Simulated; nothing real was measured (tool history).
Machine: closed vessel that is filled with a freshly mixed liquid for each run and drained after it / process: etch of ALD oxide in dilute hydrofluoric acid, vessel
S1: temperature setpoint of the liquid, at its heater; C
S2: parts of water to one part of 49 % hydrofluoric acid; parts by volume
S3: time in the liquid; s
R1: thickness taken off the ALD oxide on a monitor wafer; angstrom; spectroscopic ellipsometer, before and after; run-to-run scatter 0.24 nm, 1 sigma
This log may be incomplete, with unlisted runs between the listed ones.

run 1 day=0.000 | S1=20.0 S2=220 S3=240 | R1=95.685
run 2 day=0.296 | S1=20.0 S2=220 S3=180 | R1=72.272
run 3 day=0.383 | S1=22.0 S2=220 S3=180 | R1=77.700
run 4 day=0.508 | S1=23.0 S2=195 S3=190 | R1=98.092
run 5 day=0.850 | S1=23.0 S2=195 S3=240 | R1=123.720
run 6 day=1.079 | S1=23.0 S2=195 S3=180 | R1=93.177
run 7 day=1.129 | S1=23.5 S2=170 S3=185 | R1=113.130
run 8 day=1.388 | S1=24.0 S2=150 S3=185 | R1=132.310
run 9 day=1.758 | S1=24.5 S2=135 S3=185 | R1=156.070
run 10 day=1.888 | S1=24.5 S2=135 S3=185 | R1=156.650
-- day=1.962 hydrofluoric acid flow meter replaced
run 11 day=1.962 | S1=28.0 S2=45 S3=190 | R1=577.640
run 12 day=2.150 | S1=27.0 S2=45 S3=190 | R1=545.980
run 13 day=2.321 | S1=25.5 S2=45 S3=190 | R1=517.760
run 14 day=2.667 | S1=24.5 S2=50 S3=190 | R1=442.570
run 15 day=2.871 | S1=20.5 S2=55 S3=190 | R1=339.180
run 16 day=3.104 | S1=20.5 S2=55 S3=190 | R1=345.240
run 17 day=3.283 | S1=20.0 S2=55 S3=190 | R1=336.170

For run 18, what comes out?
run 18 day=3.475 | S1=19.5 S2=55 S3=190 | R1=?

{"run 18": {"R1": 325.4}}
